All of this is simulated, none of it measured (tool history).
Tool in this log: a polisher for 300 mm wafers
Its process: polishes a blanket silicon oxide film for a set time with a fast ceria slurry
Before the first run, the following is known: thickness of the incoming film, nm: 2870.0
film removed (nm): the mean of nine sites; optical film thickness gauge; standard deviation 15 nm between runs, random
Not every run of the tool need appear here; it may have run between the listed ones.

run  hour  flow of slurry (ml/min)  pressure of the wafer on the pad (kPa)  speed of the pad under the wafer (m/s)  polishing time (s)  film removed (nm)
  1   0.0                      295                                    21.4                                    0.90                  82             1394.3
  2   5.4                      295                                    21.4                                    1.10                  82             1648.3
  3   9.6                      295                                    21.4                                    0.98                  82             1491.6
  4  10.3                      295                                    18.6                                    0.98                  82             1315.9
  5  14.6                      325                                    18.6                                    0.98                  82             1331.7
  6  20.9                      325                                    18.6                                    0.82                  82             1155.3
  7  28.7                      335                                    22.8                                    0.82                  82             1422.2
  8  30.7                      355                                    24.8                                    0.82                  82             1537.4
  9  39.5                      355                                    26.9                                    0.82                  82             1683.0
 10  40.7                      355                                    26.9                                    0.82                  82             1667.9

Run 11 is up next; what results do you expect?
 11  47.6                      355                                    26.9                                    0.82                  82                  ?

film removed (nm): 1670.9
